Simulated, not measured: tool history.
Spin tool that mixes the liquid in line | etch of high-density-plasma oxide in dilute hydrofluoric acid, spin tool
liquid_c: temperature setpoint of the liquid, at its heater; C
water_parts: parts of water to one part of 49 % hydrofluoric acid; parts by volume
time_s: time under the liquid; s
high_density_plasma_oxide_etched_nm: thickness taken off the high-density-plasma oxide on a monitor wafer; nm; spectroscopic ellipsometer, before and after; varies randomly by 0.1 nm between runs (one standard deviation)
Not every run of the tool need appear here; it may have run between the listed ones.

run    day  liquid_c  water_parts  time_s  high_density_plasma_oxide_etched_nm
  1  0.000      26.0          240     285                               5.4576
  2  0.050      26.5          235     285                               5.7595
  3  0.321      27.0          230     285                               5.9633
  4  0.571      30.0          230     285                               6.5494
  5  0.683      30.5          225     285                               7.0071
  6  0.996      30.5          225     305                               7.4515
  7  1.125      31.0          220     305                               7.8032

Run 8, settings as shown, results not yet in. Your forecast:
  8  1.317      32.5          205     305                                    ?

{"run 8": {"high_density_plasma_oxide_etched_nm": 8.9557}}

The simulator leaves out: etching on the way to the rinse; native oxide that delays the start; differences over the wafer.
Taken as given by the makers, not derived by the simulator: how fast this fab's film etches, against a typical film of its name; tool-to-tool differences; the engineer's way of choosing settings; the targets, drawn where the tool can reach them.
